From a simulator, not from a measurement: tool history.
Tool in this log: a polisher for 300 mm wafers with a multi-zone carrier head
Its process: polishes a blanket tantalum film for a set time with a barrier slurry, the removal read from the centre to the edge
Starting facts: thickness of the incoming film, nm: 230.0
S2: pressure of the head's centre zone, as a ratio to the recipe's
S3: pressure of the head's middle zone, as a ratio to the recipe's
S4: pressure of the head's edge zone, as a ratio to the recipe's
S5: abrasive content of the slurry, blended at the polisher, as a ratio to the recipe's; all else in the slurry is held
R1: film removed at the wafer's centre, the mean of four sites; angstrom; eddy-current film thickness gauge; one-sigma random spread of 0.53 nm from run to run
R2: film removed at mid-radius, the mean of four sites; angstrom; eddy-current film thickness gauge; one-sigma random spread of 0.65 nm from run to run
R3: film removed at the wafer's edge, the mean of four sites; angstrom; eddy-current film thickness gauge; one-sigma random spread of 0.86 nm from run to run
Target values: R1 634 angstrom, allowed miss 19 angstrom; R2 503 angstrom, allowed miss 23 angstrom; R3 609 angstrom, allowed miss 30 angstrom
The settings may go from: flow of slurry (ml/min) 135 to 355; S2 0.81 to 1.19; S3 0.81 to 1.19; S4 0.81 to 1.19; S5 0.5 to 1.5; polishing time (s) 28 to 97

{"run": 1, "day": 0.0, "flow of slurry (ml/min)": 225, "S2": 1, "S3": 1, "S4": 1, "S5": 1, "polishing time (s)": 62, "R1": 706.93, "R2": 703.57, "R3": 697.62}
{"run": 2, "day": 0.179, "flow of slurry (ml/min)": 225, "S2": 1, "S3": 1, "S4": 1.05, "S5": 1, "polishing time (s)": 62, "R1": 702.68, "R2": 697.01, "R3": 715.77}
{"run": 3, "day": 0.388, "flow of slurry (ml/min)": 225, "S2": 1, "S3": 1, "S4": 1.05, "S5": 1, "polishing time (s)": 77, "R1": 882.76, "R2": 877.36, "R3": 876.56}
{"run": 4, "day": 0.479, "flow of slurry (ml/min)": 225, "S2": 1, "S3": 1, "S4": 1.09, "S5": 1, "polishing time (s)": 77, "R1": 889.67, "R2": 856.86, "R3": 910.16}
{"run": 5, "day": 0.621, "flow of slurry (ml/min)": 220, "S2": 1.02, "S3": 0.96, "S4": 1.08, "S5": 0.85, "polishing time (s)": 73, "R1": 806.92, "R2": 768.83, "R3": 790.53}
{"run": 6, "day": 0.904, "flow of slurry (ml/min)": 220, "S2": 1.06, "S3": 0.96, "S4": 1.08, "S5": 0.85, "polishing time (s)": 73, "R1": 842.52, "R2": 756.53, "R3": 816.68}
{"run": 7, "day": 1.229, "flow of slurry (ml/min)": 215, "S2": 1.07, "S3": 0.93, "S4": 1.1, "S5": 0.75, "polishing time (s)": 69, "R1": 764.85, "R2": 655.04, "R3": 740.83}
{"run": 8, "day": 1.275, "flow of slurry (ml/min)": 210, "S2": 1.07, "S3": 0.9, "S4": 1.1, "S5": 0.7, "polishing time (s)": 68, "R1": 748.9, "R2": 630.04, "R3": 715.89}
{"run": 9, "day": 1.458, "flow of slurry (ml/min)": 205, "S2": 1.07, "S3": 0.88, "S4": 1.11, "S5": 0.65, "polishing time (s)": 66, "R1": 693.03, "R2": 578.07, "R3": 668.41}
{"run": 10, "day": 1.771, "flow of slurry (ml/min)": 205, "S2": 1.07, "S3": 0.88, "S4": 1.11, "S5": 0.65, "polishing time (s)": 66, "R1": 702.51, "R2": 569.42, "R3": 691.59}
{"run": 11, "day": 1.983, "flow of slurry (ml/min)": 200, "S2": 1.06, "S3": 0.87, "S4": 1.09, "S5": 0.6, "polishing time (s)": 66, "R1": 674.13, "R2": 552.57, "R3": 645.48}
{"run": 12, "day": 2.262, "flow of slurry (ml/min)": 190, "S2": 1.05, "S3": 0.86, "S4": 1.09, "S5": 0.6, "polishing time (s)": 66, "R1": 661.5, "R2": 554.39, "R3": 654.89}
{"run": 13, "day": 2.612, "flow of slurry (ml/min)": 190, "S2": 1.05, "S3": 0.85, "S4": 1.08, "S5": 0.55, "polishing time (s)": 66, "R1": 631.86, "R2": 531.18, "R3": 604.96}

5 next moves are on the table. One of them brings every result within its allowed miss. Which?
{"run": "A", "day": 2.962, "flow of slurry (ml/min)": 210, "S2": 0.96, "S3": 0.88, "S4": 0.88, "S5": 0.75, "polishing time (s)": 61, "R1": "?", "R2": "?", "R3": "?"}
{"run": "B", "day": 2.962, "flow of slurry (ml/min)": 255, "S2": 1.02, "S3": 0.91, "S4": 1.07, "S5": 0.6, "polishing time (s)": 64, "R1": "?", "R2": "?", "R3": "?"}
{"run": "C", "day": 2.962, "flow of slurry (ml/min)": 180, "S2": 0.99, "S3": 0.86, "S4": 0.96, "S5": 0.5, "polishing time (s)": 75, "R1": "?", "R2": "?", "R3": "?"}
{"run": "D", "day": 2.962, "flow of slurry (ml/min)": 185, "S2": 1.1, "S3": 0.86, "S4": 1.12, "S5": 0.5, "polishing time (s)": 65, "R1": "?", "R2": "?", "R3": "?"}
{"run": "E", "day": 2.962, "flow of slurry (ml/min)": 175, "S2": 1.01, "S3": 0.9, "S4": 0.9, "S5": 0.5, "polishing time (s)": 71, "R1": "?", "R2": "?", "R3": "?"}

move=A R1=597.97 R2=570.55 R3=579.56
move=B R1=633.37 R2=582.62 R3=628.33
move=C R1=640.77 R2=582.86 R3=631.91
move=D R1=620.14 R2=506.65 R3=592.43
move=E R1=616.37 R2=570.61 R3=578.5
A: moves away from the targets compared with the last run
B: moves away from the targets compared with the last run
C: moves away from the targets compared with the last run
D: each result inside its tolerance
E: moves away from the targets compared with the last run
D meets every target.
